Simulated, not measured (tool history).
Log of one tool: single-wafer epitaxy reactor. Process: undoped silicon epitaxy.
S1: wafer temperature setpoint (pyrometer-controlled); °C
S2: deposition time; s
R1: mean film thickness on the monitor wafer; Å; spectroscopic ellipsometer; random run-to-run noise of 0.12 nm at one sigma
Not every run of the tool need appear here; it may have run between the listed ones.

Run 1, day 0: S1 645 °C, S2 288 s. Result: R1 513.32 Å.
Run 2, day 0.367: S1 642 °C, S2 288 s. Result: R1 485.68 Å.
Run 3, day 0.608: S1 640 °C, S2 288 s. Result: R1 466.03 Å.
Run 4, day 0.825: S1 638 °C, S2 288 s. Result: R1 446.47 Å.
Run 5, day 1.025: S1 632 °C, S2 288 s. Result: R1 400.69 Å.
Run 6, day 1.067: S1 640 °C, S2 288 s. Result: R1 466.51 Å.

What does the tool deliver on the next run?
Run 7, day 1.275: S1 638 °C, S2 288 s. Result: R1 ?.

{"run 7": {"R1": 448.4}}
